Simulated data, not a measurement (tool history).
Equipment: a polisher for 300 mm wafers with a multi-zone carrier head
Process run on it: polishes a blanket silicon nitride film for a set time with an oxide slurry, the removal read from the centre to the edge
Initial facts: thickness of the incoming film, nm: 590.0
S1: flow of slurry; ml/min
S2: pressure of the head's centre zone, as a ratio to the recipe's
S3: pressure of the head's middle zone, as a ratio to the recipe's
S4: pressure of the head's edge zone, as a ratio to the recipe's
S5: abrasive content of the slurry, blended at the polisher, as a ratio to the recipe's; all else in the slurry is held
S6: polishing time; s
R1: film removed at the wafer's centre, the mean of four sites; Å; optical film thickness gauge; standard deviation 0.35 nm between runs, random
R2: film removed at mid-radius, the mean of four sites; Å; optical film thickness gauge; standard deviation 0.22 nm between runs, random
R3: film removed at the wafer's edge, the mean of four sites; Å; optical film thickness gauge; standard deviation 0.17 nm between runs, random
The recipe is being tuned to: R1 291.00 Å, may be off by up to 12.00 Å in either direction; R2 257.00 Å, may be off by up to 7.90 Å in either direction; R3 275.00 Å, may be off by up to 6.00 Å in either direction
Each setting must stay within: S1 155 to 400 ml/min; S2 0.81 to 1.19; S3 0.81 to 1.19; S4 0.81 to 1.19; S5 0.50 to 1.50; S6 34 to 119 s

run 1 hour=0.0 | S1=255 S2=1.00 S3=1.00 S4=1.00 S5=1.00 S6=76 | R1=517.15 R2=509.61 R3=524.66
run 2 hour=4.0 | S1=285 S2=1.00 S3=1.00 S4=1.00 S5=1.00 S6=76 | R1=512.18 R2=511.62 R3=527.05
run 3 hour=10.6 | S1=280 S2=1.00 S3=0.97 S4=0.96 S5=0.90 S6=70 | R1=449.71 R2=432.88 R3=453.73
run 4 hour=16.8 | S1=280 S2=1.00 S3=0.94 S4=0.96 S5=0.90 S6=70 | R1=439.66 R2=419.82 R3=447.28
run 5 hour=25.7 | S1=275 S2=1.00 S3=0.92 S4=0.93 S5=0.80 S6=66 | R1=401.99 R2=369.75 R3=394.72
run 6 hour=31.0 | S1=275 S2=1.00 S3=0.83 S4=0.93 S5=0.80 S6=66 | R1=398.35 R2=337.68 R3=393.78
run 7 hour=38.7 | S1=245 S2=0.98 S3=0.86 S4=0.83 S5=0.55 S6=52 | R1=240.72 R2=215.97 R3=230.94
run 8 hour=40.9 | S1=315 S2=1.03 S3=0.91 S4=0.93 S5=0.55 S6=52 | R1=254.59 R2=231.55 R3=246.15
run 9 hour=44.6 | S1=315 S2=1.05 S3=0.92 S4=0.96 S5=0.55 S6=52 | R1=253.83 R2=228.99 R3=249.32
run 10 hour=53.5 | S1=315 S2=1.06 S3=0.93 S4=0.97 S5=0.60 S6=52 | R1=279.11 R2=245.78 R3=267.50

Consider the 4 candidate settings below. Which is the only one whose results all fall within their allowed miss of target?
run A hour=62.4 | S1=310 S2=1.12 S3=0.88 S4=1.01 S5=0.80 S6=42 | R1=? R2=? R3=?
run B hour=62.4 | S1=370 S2=1.12 S3=0.92 S4=0.98 S5=0.55 S6=53 | R1=? R2=? R3=?
run C hour=62.4 | S1=350 S2=1.12 S3=0.97 S4=1.04 S5=0.90 S6=41 | R1=? R2=? R3=?
run D hour=62.4 | S1=305 S2=1.06 S3=0.98 S4=0.88 S5=0.75 S6=46 | R1=? R2=? R3=?

move=A R1=273.85 R2=225.00 R3=264.12
move=B R1=276.87 R2=235.70 R3=261.96
move=C R1=287.47 R2=255.78 R3=279.99
move=D R1=275.37 R2=259.69 R3=260.82
A: misses by more than the last run did
B: misses by more than the last run did
C: each result inside its tolerance
D: brings the last run's worst result on target, with another outside its allowed miss
Go with C: it meets all targets.
